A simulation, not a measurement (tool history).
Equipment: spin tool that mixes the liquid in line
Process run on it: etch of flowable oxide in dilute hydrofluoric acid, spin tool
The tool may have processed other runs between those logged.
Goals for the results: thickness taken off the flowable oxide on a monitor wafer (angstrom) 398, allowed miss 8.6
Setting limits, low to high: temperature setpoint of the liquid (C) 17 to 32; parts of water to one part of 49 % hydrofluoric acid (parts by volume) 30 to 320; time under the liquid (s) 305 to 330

| run | hour | temperature setpoint of the liquid (C) | parts of water to one part of 49 % hydrofluoric acid (parts by volume) | time under the liquid (s) | thickness taken off the flowable oxide on a monitor wafer (angstrom) |
|---|---|---|---|---|---|
| 1 | 0 | 24 | 175 | 305 | 849.95 |
| 2 | 5.5 | 22 | 200 | 305 | 668.64 |
| 3 | 11.2 | 20.5 | 215 | 305 | 579.07 |
| 4 | 15.6 | 17.5 | 215 | 305 | 516.59 |
| 5 | 18.1 | 17.5 | 215 | 330 | 561.65 |
| 6 | 23.6 | 17.5 | 230 | 330 | 513.92 |
| 7 | 32 | 17.5 | 240 | 330 | 484.15 |
| 8 | 34.8 | 17.5 | 250 | 330 | 468.58 |
| 9 | 37.2 | 17.5 | 260 | 330 | 442.31 |
| 10 | 39.2 | 17.5 | 265 | 330 | 431.22 |
| 11 | 44.4 | 17.5 | 270 | 330 | 419.25 |

Of the 4 settings listed for the next run, only one would bring every result within its allowed miss of target. Which one?
| A | 49.6 | 23 | 305 | 320 | ? |
| B | 49.6 | 18 | 250 | 305 | ? |
| C | 49.6 | 17 | 240 | 305 | ? |
| D | 49.6 | 19.5 | 290 | 315 | ? |

| move | thickness taken off the flowable oxide on a monitor wafer (angstrom) |
|---|---|
| A | 433.35 |
| B | 441.13 |
| C | 445.99 |
| D | 401.03 |
A: the biggest miss grows against the last run
B: the biggest miss grows against the last run
C: the biggest miss grows against the last run
D: every result within its allowed miss
Correct choice: D, which meets every target
